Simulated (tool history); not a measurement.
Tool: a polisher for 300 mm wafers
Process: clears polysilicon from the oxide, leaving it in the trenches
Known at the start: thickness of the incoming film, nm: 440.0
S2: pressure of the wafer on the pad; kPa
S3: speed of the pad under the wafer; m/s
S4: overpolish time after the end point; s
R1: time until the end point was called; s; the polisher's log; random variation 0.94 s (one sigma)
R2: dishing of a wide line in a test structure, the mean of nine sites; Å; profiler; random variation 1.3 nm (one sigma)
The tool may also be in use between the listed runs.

{"run": 1, "day": 0.0, "flow of slurry (ml/min)": 205, "S2": 19.3, "S3": 1.14, "S4": 18, "R1": 27.067, "R2": 831.77}
{"run": 2, "day": 0.208, "flow of slurry (ml/min)": 205, "S2": 17.2, "S3": 1.1, "S4": 15, "R1": 30.495, "R2": 776.28}
{"run": 3, "day": 0.567, "flow of slurry (ml/min)": 205, "S2": 19.3, "S3": 1.1, "S4": 15, "R1": 26.851, "R2": 794.79}
{"run": 4, "day": 0.746, "flow of slurry (ml/min)": 205, "S2": 14.5, "S3": 1.1, "S4": 15, "R1": 34.825, "R2": 790.21}
{"run": 5, "day": 1.046, "flow of slurry (ml/min)": 205, "S2": 13.8, "S3": 1.04, "S4": 13, "R1": 38.545, "R2": 695.85}
{"run": 6, "day": 1.321, "flow of slurry (ml/min)": 245, "S2": 13.8, "S3": 1.04, "S4": 13, "R1": 38.289, "R2": 734.51}
{"run": 7, "day": 1.504, "flow of slurry (ml/min)": 245, "S2": 13.1, "S3": 1.02, "S4": 12, "R1": 40.085, "R2": 705.95}
{"run": 8, "day": 1.838, "flow of slurry (ml/min)": 245, "S2": 12.4, "S3": 1.02, "S4": 12, "R1": 43.811, "R2": 662.32}
{"run": 9, "day": 2.054, "flow of slurry (ml/min)": 245, "S2": 11.7, "S3": 1.02, "S4": 13, "R1": 46.743, "R2": 648.96}
{"run": 10, "day": 2.229, "flow of slurry (ml/min)": 245, "S2": 11.7, "S3": 0.98, "S4": 22, "R1": 46.768, "R2": 777.5}
{"run": 11, "day": 2.275, "flow of slurry (ml/min)": 245, "S2": 11.7, "S3": 0.98, "S4": 20, "R1": 46.81, "R2": 763.6}
{"run": 12, "day": 2.562, "flow of slurry (ml/min)": 245, "S2": 11.7, "S3": 0.98, "S4": 19, "R1": 48.788, "R2": 770.2}
{"run": 13, "day": 2.658, "flow of slurry (ml/min)": 245, "S2": 11.7, "S3": 0.98, "S4": 18, "R1": 48.236, "R2": 736.22}
{"run": 14, "day": 2.888, "flow of slurry (ml/min)": 245, "S2": 10.3, "S3": 0.98, "S4": 9, "R1": 53.825, "R2": 492.76}

Forecast run 15:
{"run": 15, "day": 3.058, "flow of slurry (ml/min)": 250, "S2": 10.3, "S3": 0.98, "S4": 10, "R1": "?", "R2": "?"}

{"run 15": {"R1": 53.978, "R2": 544.49}}
